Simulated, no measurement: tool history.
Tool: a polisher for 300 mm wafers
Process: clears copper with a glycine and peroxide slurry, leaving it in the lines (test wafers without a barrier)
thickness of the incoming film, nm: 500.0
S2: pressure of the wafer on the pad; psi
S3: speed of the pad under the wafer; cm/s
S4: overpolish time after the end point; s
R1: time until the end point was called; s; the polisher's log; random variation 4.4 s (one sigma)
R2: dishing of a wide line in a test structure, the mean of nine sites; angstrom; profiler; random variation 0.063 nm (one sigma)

run 1 hour=0.0 | flow_of_slurry_(ml/min)=270 S2=1.7 S3=76 S4=12 | R1=150.88 R2=281.030
run 2 hour=2.9 | flow_of_slurry_(ml/min)=250 S2=1.5 S3=68 S4=10 | R1=181.70 R2=202.430
run 3 hour=10.7 | flow_of_slurry_(ml/min)=250 S2=1.7 S3=68 S4=10 | R1=167.25 R2=225.040
run 4 hour=12.9 | flow_of_slurry_(ml/min)=255 S2=1.5 S3=62 S4=9 | R1=192.00 R2=174.340
run 5 hour=13.9 | flow_of_slurry_(ml/min)=285 S2=1.4 S3=58 S4=8 | R1=203.14 R2=147.050
run 6 hour=22.1 | flow_of_slurry_(ml/min)=285 S2=1.1 S3=58 S4=8 | R1=237.25 R2=129.570
run 7 hour=29.1 | flow_of_slurry_(ml/min)=310 S2=1.0 S3=54 S4=7 | R1=259.76 R2=106.940
run 8 hour=37.4 | flow_of_slurry_(ml/min)=330 S2=1.0 S3=50 S4=6 | R1=262.54 R2=89.299
run 9 hour=46.3 | flow_of_slurry_(ml/min)=350 S2=1.0 S3=46 S4=6 | R1=276.87 R2=86.096

The next listed run, before its measurement:
run 10 hour=53.5 | flow_of_slurry_(ml/min)=350 S2=1.0 S3=46 S4=6 | R1=? R2=?

{"run 10": {"R1": 280.83, "R2": 86.336}}
